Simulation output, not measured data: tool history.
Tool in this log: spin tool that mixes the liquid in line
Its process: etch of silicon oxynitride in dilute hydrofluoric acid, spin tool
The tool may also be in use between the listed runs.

run  hour  temperature setpoint of the liquid (°C)  parts of water to one part of 49 % hydrofluoric acid (parts by volume)  time under the liquid (s)  thickness taken off the silicon oxynitride on a monitor wafer (angstrom)
  1   0.0                                     23.0                                                                     160                        320                                                                    29.877
  2   1.6                                     23.0                                                                     135                        320                                                                    37.504
  3   5.9                                     24.0                                                                     130                        320                                                                    39.229
  4  13.7                                     24.5                                                                     125                        320                                                                    43.868
  5  19.1                                     24.5                                                                     150                        320                                                                    34.322
  6  19.7                                     24.5                                                                     185                        320                                                                    27.196
  7  21.3                                     25.5                                                                     175                        320                                                                    30.211

Estimate the outcome of run 8 from the log above:
  8  25.2                                     26.0                                                                     165                        320                                                                         ?

Run 8 gave thickness taken off the silicon oxynitride on a monitor wafer (angstrom) 33.963.

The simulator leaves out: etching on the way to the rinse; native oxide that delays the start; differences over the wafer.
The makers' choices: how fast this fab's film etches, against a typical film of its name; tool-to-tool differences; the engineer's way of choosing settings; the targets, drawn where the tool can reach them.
